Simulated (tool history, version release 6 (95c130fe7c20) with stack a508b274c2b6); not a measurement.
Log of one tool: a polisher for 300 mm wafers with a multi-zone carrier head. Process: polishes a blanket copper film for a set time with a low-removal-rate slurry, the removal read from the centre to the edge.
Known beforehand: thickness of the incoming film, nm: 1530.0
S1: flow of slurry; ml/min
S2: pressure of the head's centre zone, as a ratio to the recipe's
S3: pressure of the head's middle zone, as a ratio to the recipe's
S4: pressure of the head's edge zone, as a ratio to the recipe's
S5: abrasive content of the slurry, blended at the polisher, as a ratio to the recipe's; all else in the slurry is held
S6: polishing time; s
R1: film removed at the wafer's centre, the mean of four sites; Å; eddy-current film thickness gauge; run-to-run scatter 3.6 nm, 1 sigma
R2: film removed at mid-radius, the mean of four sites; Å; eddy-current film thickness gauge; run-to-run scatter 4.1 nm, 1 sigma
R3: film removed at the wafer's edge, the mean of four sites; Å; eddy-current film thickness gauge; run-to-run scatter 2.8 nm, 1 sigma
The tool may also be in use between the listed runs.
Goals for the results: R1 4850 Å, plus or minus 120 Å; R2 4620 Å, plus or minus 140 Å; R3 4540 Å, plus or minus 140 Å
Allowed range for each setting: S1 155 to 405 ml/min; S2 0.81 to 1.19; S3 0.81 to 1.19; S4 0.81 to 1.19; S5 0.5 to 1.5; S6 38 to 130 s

{"run": 1, "hour": 0.0, "S1": 260, "S2": 1, "S3": 1, "S4": 1, "S5": 1, "S6": 84, "R1": 3337.4, "R2": 3302.1, "R3": 3212}
{"run": 2, "hour": 8.5, "S1": 240, "S2": 1, "S3": 1, "S4": 1, "S5": 1, "S6": 84, "R1": 3291.2, "R2": 3226, "R3": 3211.5}
{"run": 3, "hour": 11.4, "S1": 240, "S2": 1, "S3": 1, "S4": 1, "S5": 1, "S6": 66, "R1": 2594.6, "R2": 2543, "R3": 2524.6}
{"run": 4, "hour": 14.3, "S1": 240, "S2": 1, "S3": 1, "S4": 1, "S5": 0.8, "S6": 66, "R1": 2465.5, "R2": 2435.7, "R3": 2397.4}
{"run": 5, "hour": 15.9, "S1": 240, "S2": 1, "S3": 1, "S4": 1, "S5": 0.95, "S6": 66, "R1": 2540.2, "R2": 2449.3, "R3": 2483.9}
{"run": 6, "hour": 21.4, "S1": 240, "S2": 1, "S3": 1, "S4": 1, "S5": 0.95, "S6": 83, "R1": 3229.9, "R2": 3116.9, "R3": 3147.9}
{"run": 7, "hour": 26.4, "S1": 235, "S2": 1.01, "S3": 1.01, "S4": 1.01, "S5": 1, "S6": 84, "R1": 3327.9, "R2": 3236.6, "R3": 3228.6}
{"run": 8, "hour": 35.0, "S1": 235, "S2": 1.02, "S3": 1.02, "S4": 1.02, "S5": 1.05, "S6": 85, "R1": 3437.2, "R2": 3315.6, "R3": 3287.6}

Which single option among these 4 for the next run brings every result within its allowed miss of target? Just one does.
{"run": "A", "hour": 43.6, "S1": 210, "S2": 1.08, "S3": 1.06, "S4": 1.06, "S5": 1.1, "S6": 114, "R1": "?", "R2": "?", "R3": "?"}
{"run": "B", "hour": 43.6, "S1": 290, "S2": 1.01, "S3": 1.03, "S4": 1.02, "S5": 0.85, "S6": 106, "R1": "?", "R2": "?", "R3": "?"}
{"run": "C", "hour": 43.6, "S1": 250, "S2": 1.03, "S3": 1.14, "S4": 1.05, "S5": 0.8, "S6": 124, "R1": "?", "R2": "?", "R3": "?"}
{"run": "D", "hour": 43.6, "S1": 270, "S2": 1.1, "S3": 1.1, "S4": 0.98, "S5": 1.15, "S6": 100, "R1": "?", "R2": "?", "R3": "?"}

move=A R1=4816.1 R2=4525.5 R3=4535.2
move=B R1=4166.1 R2=4054.3 R3=4042.6
move=C R1=4809.9 R2=5015.7 R3=4665.1
move=D R1=4512.4 R2=4283.7 R3=3967
A: all results land within tolerance of their targets
B: closer than the last run, but not yet in spec
C: the furthest-off result lands on target, but another misses its tolerance
D: closer than the last run, but not yet in spec
A meets every target.

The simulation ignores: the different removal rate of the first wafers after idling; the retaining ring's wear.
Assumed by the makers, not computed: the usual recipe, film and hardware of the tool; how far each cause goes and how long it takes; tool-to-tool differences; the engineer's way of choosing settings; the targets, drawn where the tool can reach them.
